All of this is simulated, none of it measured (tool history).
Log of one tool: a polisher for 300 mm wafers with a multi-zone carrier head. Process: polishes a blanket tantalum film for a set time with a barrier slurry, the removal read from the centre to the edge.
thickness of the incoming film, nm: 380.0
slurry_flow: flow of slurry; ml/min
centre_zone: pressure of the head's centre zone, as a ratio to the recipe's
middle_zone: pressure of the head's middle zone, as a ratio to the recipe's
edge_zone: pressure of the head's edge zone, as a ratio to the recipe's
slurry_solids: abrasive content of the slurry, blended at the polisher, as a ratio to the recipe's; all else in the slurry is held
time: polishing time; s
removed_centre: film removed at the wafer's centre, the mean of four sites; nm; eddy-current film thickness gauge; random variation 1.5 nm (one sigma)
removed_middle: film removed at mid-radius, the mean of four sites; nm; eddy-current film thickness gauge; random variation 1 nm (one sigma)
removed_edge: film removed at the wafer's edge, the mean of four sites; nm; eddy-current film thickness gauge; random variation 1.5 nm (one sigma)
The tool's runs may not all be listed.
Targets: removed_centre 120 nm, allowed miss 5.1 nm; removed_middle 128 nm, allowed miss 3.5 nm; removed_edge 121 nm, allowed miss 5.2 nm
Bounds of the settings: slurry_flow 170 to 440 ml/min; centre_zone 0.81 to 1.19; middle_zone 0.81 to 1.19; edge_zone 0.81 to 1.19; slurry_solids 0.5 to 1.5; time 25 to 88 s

run	hour	slurry_flow	centre_zone	middle_zone	edge_zone	slurry_solids	time	removed_centre	removed_middle	removed_edge
1	0	280	1	1	1	1	56	141.78	141.81	140.86
2	5.8	330	1	1	1	1	56	146.25	146.09	146.16
3	13.7	270	1	1	1	1	56	142.77	143.73	141.04
4	15.5	270	1	1	1	0.9	56	135.42	139.16	137.52
5	22.9	270	1	1	1	0.9	67	165.7	168.19	167.79
6	24.8	245	1	1	1	0.9	67	164.74	166.06	166.17
7	33.6	240	1	1	0.98	0.85	66	158.59	159.62	159.03
8	35.3	235	1	1	0.97	0.8	65	153.14	152.38	149.14
9	36.2	210	0.9	0.93	0.87	0.55	65	124.85	134.49	134.83
10	36.9	210	0.9	0.93	0.86	0.55	65	125.36	133.65	132.88
11	43	210	0.9	0.93	0.85	0.55	65	125.05	134.78	131.48
12	48.4	210	0.91	0.93	0.83	0.5	64	120.48	129.65	127.38
13	57.1	210	0.92	0.93	0.83	0.5	64	126.81	129.74	126.88

5 next moves are on the table. One of them brings every result within its allowed miss. Which?
A	65.8	275	0.92	0.97	0.83	0.5	60	?	?	?
B	65.8	195	0.94	0.89	0.82	0.55	67	?	?	?
C	65.8	230	0.9	1.09	0.81	0.5	62	?	?	?
D	65.8	175	1	0.87	0.91	0.55	71	?	?	?
E	65.8	210	0.98	0.91	0.86	0.5	64	?	?	?

move	removed_centre	removed_middle	removed_edge
A	120.78	129.68	121.9
B	133.4	133.28	133.9
C	118.96	141.63	122.66
D	147.49	136.71	145.07
E	131.7	127.78	128.11
A: meets every target
B: further off than the last run
C: brings the result that was furthest off to its target, and leaves another outside
D: further off than the last run
E: further off than the last run
Answer: A
